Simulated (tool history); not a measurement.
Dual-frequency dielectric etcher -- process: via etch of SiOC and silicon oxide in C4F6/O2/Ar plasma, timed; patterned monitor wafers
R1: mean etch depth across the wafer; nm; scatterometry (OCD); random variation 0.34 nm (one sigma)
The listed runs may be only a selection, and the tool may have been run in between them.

run 1 hour=0 | source_power_(W)=320 bias_power_(W)=167 etch_time_(s)=52.5 | R1=52.625
run 2 hour=6.1 | source_power_(W)=340 bias_power_(W)=169 etch_time_(s)=52.5 | R1=53.463
run 3 hour=10.7 | source_power_(W)=340 bias_power_(W)=169 etch_time_(s)=52.5 | R1=53.372
run 4 hour=18.9 | source_power_(W)=340 bias_power_(W)=169 etch_time_(s)=48.5 | R1=49.36
run 5 hour=24.3 | source_power_(W)=340 bias_power_(W)=192 etch_time_(s)=48.5 | R1=51.98
run 6 hour=26 | source_power_(W)=360 bias_power_(W)=198 etch_time_(s)=48.5 | R1=53.502
-- hour=29.9 source power generator calibrated
run 7 hour=29.9 | source_power_(W)=370 bias_power_(W)=202 etch_time_(s)=48.5 | R1=54.79
run 8 hour=33.6 | source_power_(W)=380 bias_power_(W)=204 etch_time_(s)=48.5 | R1=55.039

Estimate the outcome of run 9 from the log above:
run 9 hour=34.9 | source_power_(W)=390 bias_power_(W)=206 etch_time_(s)=48.5 | R1=?

R1: 55.971 nm
